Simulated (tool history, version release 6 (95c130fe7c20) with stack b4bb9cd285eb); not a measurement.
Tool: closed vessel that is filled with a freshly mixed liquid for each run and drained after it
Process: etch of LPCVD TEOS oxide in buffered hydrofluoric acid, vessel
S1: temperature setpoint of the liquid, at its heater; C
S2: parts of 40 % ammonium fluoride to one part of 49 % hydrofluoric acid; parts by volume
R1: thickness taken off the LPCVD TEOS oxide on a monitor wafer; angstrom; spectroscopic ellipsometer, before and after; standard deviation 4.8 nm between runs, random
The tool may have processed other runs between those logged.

run 1 hour=0.0 | S1=21.0 S2=10.5 time_in_the_liquid_(s)=100 | R1=2699.6
run 2 hour=0.9 | S1=23.5 S2=9.0 time_in_the_liquid_(s)=100 | R1=3427.6
run 3 hour=3.8 | S1=25.0 S2=9.0 time_in_the_liquid_(s)=100 | R1=3722.9
run 4 hour=9.7 | S1=26.5 S2=7.5 time_in_the_liquid_(s)=100 | R1=4933.0
run 5 hour=18.3 | S1=26.5 S2=7.5 time_in_the_liquid_(s)=110 | R1=5517.3
run 6 hour=27.2 | S1=26.5 S2=5.5 time_in_the_liquid_(s)=110 | R1=7229.2

Run 7, settings as shown, results not yet in. Your forecast:
run 7 hour=32.2 | S1=25.5 S2=5.5 time_in_the_liquid_(s)=110 | R1=?

{"run 7": {"R1": 6798.1}}

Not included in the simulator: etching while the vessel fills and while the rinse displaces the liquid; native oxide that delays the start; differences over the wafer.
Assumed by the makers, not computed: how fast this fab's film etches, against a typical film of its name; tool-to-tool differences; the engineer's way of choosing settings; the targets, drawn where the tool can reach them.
